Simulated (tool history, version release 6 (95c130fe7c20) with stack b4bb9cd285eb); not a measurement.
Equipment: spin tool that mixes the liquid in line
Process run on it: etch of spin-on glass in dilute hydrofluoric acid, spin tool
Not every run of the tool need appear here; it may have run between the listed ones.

run,hour,temperature setpoint of the liquid (K),parts of water to one part of 49 % hydrofluoric acid (parts by volume),time under the liquid (s),thickness taken off the spin-on glass on a monitor wafer (nm)
1,0.0,294.15,95,45,9.6926
2,8.1,294.15,95,35,7.5085
3,14.3,296.65,95,35,8.3465
4,19.9,296.65,70,35,11.6660
5,26.9,296.65,70,45,14.9450
6,27.7,295.65,75,45,13.2770
7,30.9,294.65,80,45,11.8490
8,32.1,294.15,85,45,10.9580

Forecast run 9:
# hour 32.9: hydrofluoric acid flow meter replaced
9,32.9,293.65,90,45,?

thickness taken off the spin-on glass on a monitor wafer (nm): 9.3266
